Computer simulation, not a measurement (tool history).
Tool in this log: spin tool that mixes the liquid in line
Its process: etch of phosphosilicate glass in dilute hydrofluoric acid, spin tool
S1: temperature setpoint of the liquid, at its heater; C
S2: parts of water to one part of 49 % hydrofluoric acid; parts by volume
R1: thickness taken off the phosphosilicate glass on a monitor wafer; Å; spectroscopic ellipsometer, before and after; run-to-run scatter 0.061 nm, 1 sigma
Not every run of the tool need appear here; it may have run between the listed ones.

Run 1, hour 0.0: S1 23.0 C, S2 105 parts by volume, time under the liquid (s) 15. Result: R1 278.64 Å.
Run 2, hour 3.0: S1 22.0 C, S2 105 parts by volume, time under the liquid (s) 15. Result: R1 268.25 Å.
Run 3, hour 7.6: S1 21.0 C, S2 105 parts by volume, time under the liquid (s) 15. Result: R1 257.56 Å.
Run 4, hour 8.4: S1 20.5 C, S2 105 parts by volume, time under the liquid (s) 15. Result: R1 251.41 Å.
Run 5, hour 16.5: S1 20.0 C, S2 105 parts by volume, time under the liquid (s) 15. Result: R1 247.46 Å.
Run 6, hour 21.6: S1 19.5 C, S2 105 parts by volume, time under the liquid (s) 15. Result: R1 241.62 Å.

Run 7 is up next; what results do you expect?
Run 7, hour 29.8: S1 19.0 C, S2 105 parts by volume, time under the liquid (s) 15. Result: R1 ?.

Run 7 came out at R1 236.82 Å.
